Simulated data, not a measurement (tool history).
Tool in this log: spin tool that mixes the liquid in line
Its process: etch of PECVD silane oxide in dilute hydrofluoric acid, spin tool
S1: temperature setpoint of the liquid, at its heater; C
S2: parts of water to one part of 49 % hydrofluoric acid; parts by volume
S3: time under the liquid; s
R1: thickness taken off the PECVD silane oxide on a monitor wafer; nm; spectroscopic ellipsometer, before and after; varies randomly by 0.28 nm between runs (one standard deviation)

Run 1, hour 0.0: S1 25.0 C, S2 115 parts by volume, S3 70 s. Result: R1 15.665 nm.
Run 2, hour 0.6: S1 22.5 C, S2 115 parts by volume, S3 70 s. Result: R1 14.493 nm.
Run 3, hour 2.4: S1 24.5 C, S2 105 parts by volume, S3 70 s. Result: R1 17.209 nm.
Run 4, hour 11.2: S1 26.0 C, S2 105 parts by volume, S3 70 s. Result: R1 18.114 nm.
Run 5, hour 15.7: S1 26.0 C, S2 105 parts by volume, S3 75 s. Result: R1 19.433 nm.
Run 6, hour 23.8: S1 28.0 C, S2 105 parts by volume, S3 75 s. Result: R1 21.061 nm.

Expected results for the next run?
Run 7, hour 27.2: S1 29.0 C, S2 100 parts by volume, S3 75 s. Result: R1 ?.

{"run 7": {"R1": 23.214}}

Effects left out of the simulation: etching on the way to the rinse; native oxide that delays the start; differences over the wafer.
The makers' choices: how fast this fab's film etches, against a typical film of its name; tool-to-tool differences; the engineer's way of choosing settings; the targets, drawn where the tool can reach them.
